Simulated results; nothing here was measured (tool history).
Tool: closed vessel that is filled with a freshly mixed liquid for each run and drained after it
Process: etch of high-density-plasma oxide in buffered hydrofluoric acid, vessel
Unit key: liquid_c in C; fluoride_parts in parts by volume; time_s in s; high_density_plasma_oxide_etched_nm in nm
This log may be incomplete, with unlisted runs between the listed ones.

run	hour	liquid_c	fluoride_parts	time_s	high_density_plasma_oxide_etched_nm
1	0.0	22.0	12.0	95	104.510
2	8.7	20.5	12.5	95	91.608
3	17.9	20.5	15.0	95	77.643
4	21.6	23.0	15.0	95	88.282
5	30.7	23.0	12.5	95	105.670
6	36.3	21.0	13.0	95	91.640
7	42.6	19.5	13.5	95	80.692

Forecast run 8:
8	45.6	18.5	13.5	95	?

{"run 8": {"high_density_plasma_oxide_etched_nm": 76.731}}
